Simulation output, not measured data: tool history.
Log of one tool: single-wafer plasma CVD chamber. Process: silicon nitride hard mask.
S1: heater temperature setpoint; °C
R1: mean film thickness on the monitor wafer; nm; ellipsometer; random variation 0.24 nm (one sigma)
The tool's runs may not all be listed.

run 1 hour=0 | S1=380 chamber_pressure_(Torr)=1.24 RF_power_(kW)=0.31 deposition_time_(s)=49.1 | R1=51.043
run 2 hour=7.3 | S1=380 chamber_pressure_(Torr)=1.32 RF_power_(kW)=0.32 deposition_time_(s)=49.1 | R1=53.119
run 3 hour=10.2 | S1=380 chamber_pressure_(Torr)=1.39 RF_power_(kW)=0.33 deposition_time_(s)=49.1 | R1=54.716
run 4 hour=17 | S1=380 chamber_pressure_(Torr)=1.39 RF_power_(kW)=0.33 deposition_time_(s)=46.7 | R1=52.448
run 5 hour=18.5 | S1=380 chamber_pressure_(Torr)=1.39 RF_power_(kW)=0.295 deposition_time_(s)=46.7 | R1=48.316
run 6 hour=20.2 | S1=380 chamber_pressure_(Torr)=1.41 RF_power_(kW)=0.315 deposition_time_(s)=47.2 | R1=51.206

Forecast run 7:
run 7 hour=26.8 | S1=380 chamber_pressure_(Torr)=1.43 RF_power_(kW)=0.33 deposition_time_(s)=47.6 | R1=?

{"run 7": {"R1": 53.638}}
